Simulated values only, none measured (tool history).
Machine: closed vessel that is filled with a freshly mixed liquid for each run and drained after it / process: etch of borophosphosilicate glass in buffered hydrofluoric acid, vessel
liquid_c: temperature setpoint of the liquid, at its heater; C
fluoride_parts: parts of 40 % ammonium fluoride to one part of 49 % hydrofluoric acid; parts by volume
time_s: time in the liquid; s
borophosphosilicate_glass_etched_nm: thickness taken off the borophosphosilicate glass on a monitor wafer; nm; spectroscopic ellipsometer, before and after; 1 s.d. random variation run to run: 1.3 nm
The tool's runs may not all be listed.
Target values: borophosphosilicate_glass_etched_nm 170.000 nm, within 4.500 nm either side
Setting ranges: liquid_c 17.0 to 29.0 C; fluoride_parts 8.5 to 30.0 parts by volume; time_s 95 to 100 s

| run | day | liquid_c | fluoride_parts | time_s | borophosphosilicate_glass_etched_nm |
|---|---|---|---|---|---|
| 1 | 0.000 | 21.0 | 23.5 | 95 | 63.808 |
| 2 | 0.233 | 21.0 | 23.5 | 100 | 67.310 |
| 3 | 0.279 | 21.0 | 21.0 | 100 | 72.024 |
| 4 | 0.542 | 22.5 | 18.5 | 100 | 87.185 |
| 5 | 0.633 | 24.0 | 17.0 | 100 | 101.870 |
| 6 | 0.692 | 24.0 | 17.0 | 95 | 96.516 |
| 7 | 0.817 | 25.0 | 16.0 | 95 | 105.840 |
| 8 | 0.992 | 26.0 | 15.0 | 95 | 119.930 |
| 9 | 1.296 | 29.0 | 10.0 | 95 | 210.370 |
|  | 1.379 | hydrofluoric acid flow meter replaced |
| 10 | 1.379 | 28.5 | 10.0 | 95 | 228.270 |

Below are 4 possible settings for the next run. Only one of them brings all results inside the allowed miss of their targets. Which is it?
| A | 1.462 | 27.5 | 12.0 | 95 | ? |
| B | 1.462 | 27.0 | 11.5 | 95 | ? |
| C | 1.462 | 28.5 | 13.5 | 95 | ? |
| D | 1.462 | 28.0 | 12.5 | 95 | ? |

| move | borophosphosilicate_glass_etched_nm |
|---|---|
| A | 182.400 |
| B | 185.220 |
| C | 171.260 |
| D | 179.920 |
A: closes in on the targets versus the last run, not all within tolerance yet
B: closes in on the targets versus the last run, not all within tolerance yet
C: every result lands within tolerance
D: closes in on the targets versus the last run, not all within tolerance yet
C meets every target.
